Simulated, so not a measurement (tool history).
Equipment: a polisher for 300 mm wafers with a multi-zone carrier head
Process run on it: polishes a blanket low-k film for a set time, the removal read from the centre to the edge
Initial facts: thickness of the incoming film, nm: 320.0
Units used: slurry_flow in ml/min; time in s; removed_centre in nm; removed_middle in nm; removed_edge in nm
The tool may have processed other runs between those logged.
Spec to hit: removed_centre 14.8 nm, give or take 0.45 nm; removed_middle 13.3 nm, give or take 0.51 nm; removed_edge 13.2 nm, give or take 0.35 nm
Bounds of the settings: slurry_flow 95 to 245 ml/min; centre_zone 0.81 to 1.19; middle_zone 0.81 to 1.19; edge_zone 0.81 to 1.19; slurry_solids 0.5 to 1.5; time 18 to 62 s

run,hour,slurry_flow,centre_zone,middle_zone,edge_zone,slurry_solids,time,removed_centre,removed_middle,removed_edge
1,0,155,1,1,1,1,40,15.664,15.746,15.465
2,6.4,155,1,1,1,1,31,12.1,11.895,11.916
3,13,155,0.92,1,1,1,31,11.006,12.203,12.079
4,14.2,155,0.92,1,1.04,1,31,11.25,12.176,12.351
5,21.8,155,0.92,1,0.96,1,31,11.106,12.078,11.731
6,26.8,165,0.94,1,0.97,1,31,11.463,12.037,12.145
7,30.8,175,0.97,1.02,0.97,1,31,12.088,12.671,12.104
8,39.6,175,0.97,1.02,0.97,1,31,11.996,12.657,12.02
9,48.5,185,0.99,1.01,0.98,1,31,12.328,12.748,12.302
10,50.8,190,1.01,1,0.98,1,31,12.715,12.716,12.364
11,58.1,195,1.03,1,0.98,1,31,12.918,12.684,12.32
12,62.4,200,1.04,1,0.99,1,31,13.203,12.594,12.307
13,65.4,205,1.05,1,1,1,31,13.246,12.607,12.556

Consider the 5 candidate settings below. Which is the only one whose results all fall within their allowed miss of target?
A,68.4,210,1.1,0.99,1.03,1.05,32,?,?,?
B,68.4,185,1.03,0.85,0.94,1.1,33,?,?,?
C,68.4,230,1.19,0.92,1.03,0.95,31,?,?,?
D,68.4,200,0.85,1.06,1.07,0.85,34,?,?,?
E,68.4,220,1.02,0.94,1.06,1,31,?,?,?

move,removed_centre,removed_middle,removed_edge
A,14.786,13.351,13.422
B,14.226,12.135,13.496
C,15.033,11.776,12.569
D,10.921,13.572,13.054
E,13.086,12.206,12.936
A: each result inside its tolerance
B: gains on the last run, yet a result remains outside its allowed miss
C: brings the last run's worst result on target, with another outside its allowed miss
D: the biggest miss grows against the last run
E: the biggest miss grows against the last run
The right move is A.
